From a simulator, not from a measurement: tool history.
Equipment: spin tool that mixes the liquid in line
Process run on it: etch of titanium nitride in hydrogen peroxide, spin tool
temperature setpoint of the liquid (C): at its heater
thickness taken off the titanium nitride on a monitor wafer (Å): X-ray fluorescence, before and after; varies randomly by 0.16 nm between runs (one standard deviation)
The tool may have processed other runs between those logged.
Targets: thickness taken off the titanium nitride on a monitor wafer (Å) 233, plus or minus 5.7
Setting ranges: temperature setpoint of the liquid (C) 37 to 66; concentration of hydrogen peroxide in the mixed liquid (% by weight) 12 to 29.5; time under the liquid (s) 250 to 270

run  hour  temperature setpoint of the liquid (C)  concentration of hydrogen peroxide in the mixed liquid (% by weight)  time under the liquid (s)  thickness taken off the titanium nitride on a monitor wafer (Å)
  1     0                                      53                                                                    20                        250                                                           102.96
  2   3.6                                    56.5                                                                    20                        250                                                           131.86
  3    10                                    60.5                                                                    20                        250                                                           171.86
  4  13.9                                      62                                                                    20                        250                                                           188.39
  5  14.6                                      63                                                                    20                        250                                                           204.08
  6  23.5                                      63                                                                    17                        250                                                            195.3
  7  31.4                                    63.5                                                                    17                        250                                                           202.74
  8  39.7                                      64                                                                    17                        250                                                           214.16

Which of these 4 next moves meets every target?
  A    48                                      61                                                                  20.5                        270                                                                ?
  B    48                                    62.5                                                                    16                        250                                                                ?
  C    48                                      63                                                                  19.5                        250                                                                ?
  D    48                                      65                                                                  16.5                        260                                                                ?

move  thickness taken off the titanium nitride on a monitor wafer (Å)
   A                                                           193.91
   B                                                            188.4
   C                                                           203.17
   D                                                           232.86
A: lands further from the targets than the last run did
B: lands further from the targets than the last run did
C: lands further from the targets than the last run did
D: hits every target within its allowed miss
The move that meets every target is D.

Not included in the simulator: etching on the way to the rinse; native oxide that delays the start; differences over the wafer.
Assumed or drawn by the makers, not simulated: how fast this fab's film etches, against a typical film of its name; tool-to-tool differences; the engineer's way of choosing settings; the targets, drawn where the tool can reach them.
